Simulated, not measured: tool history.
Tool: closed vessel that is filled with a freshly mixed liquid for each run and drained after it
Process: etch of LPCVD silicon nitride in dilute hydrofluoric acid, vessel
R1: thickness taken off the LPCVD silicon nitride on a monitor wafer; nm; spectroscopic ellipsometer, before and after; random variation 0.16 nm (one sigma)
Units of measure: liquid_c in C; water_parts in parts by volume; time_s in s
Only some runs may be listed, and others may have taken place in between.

Run 1, hour 0: liquid_c 21 C, water_parts 70 parts by volume, time_s 3155 s. Result: R1 18.905 nm.
Run 2, hour 3.9: liquid_c 21 C, water_parts 80 parts by volume, time_s 3155 s. Result: R1 16.406 nm.
Run 3, hour 11.2: liquid_c 22.5 C, water_parts 80 parts by volume, time_s 3155 s. Result: R1 18.241 nm.
Run 4, hour 18.4: liquid_c 23.5 C, water_parts 80 parts by volume, time_s 3155 s. Result: R1 19.412 nm.
Run 5, hour 24.1: liquid_c 20.5 C, water_parts 80 parts by volume, time_s 3155 s. Result: R1 15.924 nm.
Run 6, hour 28.1: liquid_c 20.5 C, water_parts 80 parts by volume, time_s 3155 s. Result: R1 15.875 nm.
Run 7, hour 36.3: liquid_c 22.5 C, water_parts 80 parts by volume, time_s 3155 s. Result: R1 18.268 nm.
Run 8, hour 37.9: liquid_c 23.5 C, water_parts 80 parts by volume, time_s 3155 s. Result: R1 19.48 nm.

Estimate the outcome of run 9 from the log above:
Run 9, hour 41.6: liquid_c 27.5 C, water_parts 80 parts by volume, time_s 3155 s. Result: R1 ?.

Run 9 came out at R1 25.419 nm.

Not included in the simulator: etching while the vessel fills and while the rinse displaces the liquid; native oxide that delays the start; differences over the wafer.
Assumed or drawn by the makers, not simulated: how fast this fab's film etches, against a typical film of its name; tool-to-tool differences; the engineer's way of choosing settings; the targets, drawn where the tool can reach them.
